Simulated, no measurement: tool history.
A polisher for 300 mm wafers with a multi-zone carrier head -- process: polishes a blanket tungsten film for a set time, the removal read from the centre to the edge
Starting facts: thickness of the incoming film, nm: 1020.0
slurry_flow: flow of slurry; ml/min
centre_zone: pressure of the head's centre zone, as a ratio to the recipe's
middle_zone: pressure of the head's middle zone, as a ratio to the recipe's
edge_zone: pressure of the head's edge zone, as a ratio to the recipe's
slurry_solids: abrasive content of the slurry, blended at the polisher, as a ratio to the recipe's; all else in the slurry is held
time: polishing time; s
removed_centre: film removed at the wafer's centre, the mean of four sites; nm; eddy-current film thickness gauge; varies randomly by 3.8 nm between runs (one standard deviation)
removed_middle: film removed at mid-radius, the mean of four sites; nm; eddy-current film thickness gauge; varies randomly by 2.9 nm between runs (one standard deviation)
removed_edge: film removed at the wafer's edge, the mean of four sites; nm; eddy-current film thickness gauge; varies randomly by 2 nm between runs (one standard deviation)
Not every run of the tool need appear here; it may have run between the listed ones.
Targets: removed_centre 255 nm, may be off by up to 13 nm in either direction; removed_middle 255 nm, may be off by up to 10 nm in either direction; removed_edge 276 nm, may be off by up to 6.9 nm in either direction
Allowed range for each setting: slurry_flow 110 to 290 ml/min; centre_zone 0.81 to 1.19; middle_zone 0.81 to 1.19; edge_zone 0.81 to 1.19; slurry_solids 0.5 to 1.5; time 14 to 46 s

run,hour,slurry_flow,centre_zone,middle_zone,edge_zone,slurry_solids,time,removed_centre,removed_middle,removed_edge
1,0,185,1,1,1,1,30,229.63,234.41,239.49
2,8.5,190,1,1,1.01,1,30,234.08,245.1,242.29
3,9.2,190,1.06,1,1.01,1,30,242.11,233.2,238.71
4,11.2,190,1.06,0.93,1.01,1,30,248.06,230.64,242.74
5,13,195,1.05,0.93,1.02,1,30,250.61,225.14,245.56
6,18.7,195,1.05,0.85,1.02,1,30,240.63,212.93,245.31
7,25.6,200,1.04,0.86,1.03,1,30,250.97,216.79,245.23
8,33.6,200,1.03,0.87,1.04,1.05,30,246.38,221.36,247.39
9,41.6,200,1.02,0.87,1.05,1.1,30,248.16,225.2,251.94
10,49.7,200,1.02,0.87,1.05,1.1,30,242.76,227.07,254.34
11,58,205,1.02,0.88,1.06,1.1,30,246.61,228.4,252.55
12,61.7,205,1.02,0.88,1.07,1.15,30,253.11,235.2,257.43
13,68.6,205,1.01,0.88,1.08,1.15,30,248.71,228.1,261.58
14,75.1,210,1.01,0.89,1.08,1.15,30,241.35,232.07,261.19
15,78.2,210,1.01,0.9,1.08,1.15,30,247.98,232.2,260.26
16,84.4,210,1.01,0.91,1.08,1.15,30,248.33,231.87,258.43

4 next moves are on the table. One of them brings every result within its allowed miss. Which?
A,90.6,195,0.96,0.87,1.1,1.05,31,?,?,?
B,90.6,205,0.96,0.98,0.93,1.3,32,?,?,?
C,90.6,210,0.94,0.9,1.12,1.2,29,?,?,?
D,90.6,230,1,0.98,1.14,1.15,31,?,?,?

move,removed_centre,removed_middle,removed_edge
A,235,227.43,264.41
B,259.28,271.4,270.89
C,225.66,227.86,260.37
D,256.9,257.55,279.2
A: misses by more than the last run did
B: puts the biggest miss on target and leaves a different result outside tolerance
C: misses by more than the last run did
D: each result inside its tolerance
So the answer is move D, the one that meets all the targets.
